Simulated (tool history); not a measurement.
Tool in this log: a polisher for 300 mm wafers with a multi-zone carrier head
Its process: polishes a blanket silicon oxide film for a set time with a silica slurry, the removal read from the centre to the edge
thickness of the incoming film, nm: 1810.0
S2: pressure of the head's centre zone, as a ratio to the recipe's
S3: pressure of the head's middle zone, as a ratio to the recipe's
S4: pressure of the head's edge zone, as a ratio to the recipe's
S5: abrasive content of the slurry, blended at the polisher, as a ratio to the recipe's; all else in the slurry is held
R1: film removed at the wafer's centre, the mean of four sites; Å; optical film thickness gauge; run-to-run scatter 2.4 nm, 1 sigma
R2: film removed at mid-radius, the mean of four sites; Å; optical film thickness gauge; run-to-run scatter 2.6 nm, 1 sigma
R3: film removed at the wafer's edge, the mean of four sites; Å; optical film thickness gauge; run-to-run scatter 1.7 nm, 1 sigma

{"run": 1, "day": 0.0, "flow of slurry (ml/min)": 145, "S2": 1, "S3": 1, "S4": 1, "S5": 1, "polishing time (s)": 57, "R1": 2646.6, "R2": 2639.3, "R3": 2719.3}
{"run": 2, "day": 0.258, "flow of slurry (ml/min)": 145, "S2": 1.02, "S3": 0.99, "S4": 0.97, "S5": 0.9, "polishing time (s)": 56, "R1": 2500.5, "R2": 2503.5, "R3": 2450.3}
{"run": 3, "day": 0.408, "flow of slurry (ml/min)": 145, "S2": 0.97, "S3": 0.99, "S4": 0.97, "S5": 0.9, "polishing time (s)": 56, "R1": 2403.5, "R2": 2482.3, "R3": 2499.7}
{"run": 4, "day": 0.717, "flow of slurry (ml/min)": 145, "S2": 0.97, "S3": 0.99, "S4": 1.04, "S5": 0.9, "polishing time (s)": 56, "R1": 2361.8, "R2": 2507.1, "R3": 2571.5}
{"run": 5, "day": 1.05, "flow of slurry (ml/min)": 140, "S2": 1, "S3": 0.96, "S4": 1.01, "S5": 0.85, "polishing time (s)": 56, "R1": 2392, "R2": 2330.5, "R3": 2472.2}
{"run": 6, "day": 1.35, "flow of slurry (ml/min)": 140, "S2": 1, "S3": 0.88, "S4": 1.01, "S5": 0.85, "polishing time (s)": 56, "R1": 2402.2, "R2": 2142, "R3": 2418.3}
{"run": 7, "day": 1.671, "flow of slurry (ml/min)": 140, "S2": 1.01, "S3": 0.88, "S4": 0.98, "S5": 0.8, "polishing time (s)": 56, "R1": 2333, "R2": 2092.3, "R3": 2345.8}
{"run": 8, "day": 1.829, "flow of slurry (ml/min)": 140, "S2": 1.03, "S3": 0.88, "S4": 0.95, "S5": 0.75, "polishing time (s)": 55, "R1": 2213.1, "R2": 2016.7, "R3": 2173.6}
{"day": 1.962, "done": "edge zone pressure recalibrated"}
{"run": 9, "day": 1.962, "flow of slurry (ml/min)": 135, "S2": 1.05, "S3": 0.87, "S4": 0.93, "S5": 0.75, "polishing time (s)": 55, "R1": 2241.3, "R2": 1906.9, "R3": 2049.5}

Expected results for the next run?
{"run": 10, "day": 2.117, "flow of slurry (ml/min)": 135, "S2": 1.05, "S3": 0.87, "S4": 0.93, "S5": 0.75, "polishing time (s)": 55, "R1": "?", "R2": "?", "R3": "?"}

R1: 2262.5 Å
R2: 1923.7 Å
R3: 2057.5 Å
